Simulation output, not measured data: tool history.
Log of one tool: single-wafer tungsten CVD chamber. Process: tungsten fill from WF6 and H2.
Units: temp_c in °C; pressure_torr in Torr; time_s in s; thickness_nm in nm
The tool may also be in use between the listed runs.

| run | hour | temp_c | pressure_torr | time_s | thickness_nm |
|---|---|---|---|---|---|
| 1 | 0.0 | 390 | 35.1 | 20.9 | 56.230 |
| 2 | 7.7 | 390 | 30.9 | 20.9 | 53.553 |
| 3 | 12.1 | 392 | 31.1 | 20.9 | 56.408 |
| 4 | 16.9 | 394 | 31.2 | 20.9 | 58.444 |
| 5 | 22.8 | 394 | 37.1 | 20.9 | 62.452 |
| 6 | 31.4 | 388 | 37.1 | 20.9 | 54.633 |
| 7 | 39.0 | 388 | 37.1 | 20.9 | 55.052 |
| 8 | 41.4 | 390 | 37.2 | 20.9 | 57.505 |
| 9 | 44.5 | 392 | 37.3 | 20.9 | 60.034 |
| 10 | 46.2 | 393 | 37.4 | 20.9 | 60.889 |
| 11 | 50.3 | 393 | 37.4 | 20.9 | 61.389 |
| 12 | 53.7 | 394 | 37.5 | 20.9 | 62.290 |
| 13 | 61.6 | 395 | 37.6 | 20.9 | 64.576 |
| 14 | 67.7 | 396 | 37.7 | 20.9 | 66.266 |

Run 15 comes next. What will it give?
| 15 | 68.5 | 397 | 37.8 | 20.9 | ? |

Run 15 gave thickness_nm 66.971 nm.
